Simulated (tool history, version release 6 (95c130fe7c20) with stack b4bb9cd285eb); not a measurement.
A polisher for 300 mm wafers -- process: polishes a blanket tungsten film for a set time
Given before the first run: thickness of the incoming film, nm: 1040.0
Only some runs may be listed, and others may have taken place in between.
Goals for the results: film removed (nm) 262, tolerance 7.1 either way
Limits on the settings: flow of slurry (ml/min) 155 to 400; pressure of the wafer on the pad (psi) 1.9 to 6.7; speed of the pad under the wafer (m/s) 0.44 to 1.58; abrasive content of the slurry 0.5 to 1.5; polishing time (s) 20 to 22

run	hour	flow of slurry (ml/min)	pressure of the wafer on the pad (psi)	speed of the pad under the wafer (m/s)	abrasive content of the slurry	polishing time (s)	film removed (nm)
1	0	255	4.3	1	1	22	134.69
2	7.8	255	4.8	1	1	22	149.81
3	12.8	260	5.2	1.02	1	22	165.85
4	20	260	6.3	1.02	1	22	197.51
5	25.8	260	6.7	1.02	1	22	210.3
6	32.5	265	6.7	1.06	1	22	216.07
7	38.3	265	6.7	1.1	1	22	220.33
8	41.5	265	6.7	1.1	1	22	223.13
9	46.9	280	6.7	1.28	1	22	247.79
10	48.2	280	6.7	1.3	1	22	254.37

Pick the move, out of 5, that brings all results within their allowed miss; only one does.
A	49.5	280	6.4	1.4	0.95	21	?
B	49.5	210	6.7	1.46	0.85	21	?
C	49.5	285	6.4	1.44	0.9	21	?
D	49.5	295	6.4	1.44	1.1	21	?
E	49.5	300	6.7	1.2	1.1	22	?

move	film removed (nm)
A	242.97
B	248.45
C	245.08
D	260.34
E	246.34
A: further off than the last run
B: further off than the last run
C: further off than the last run
D: every result within its allowed miss
E: further off than the last run
D meets every target.
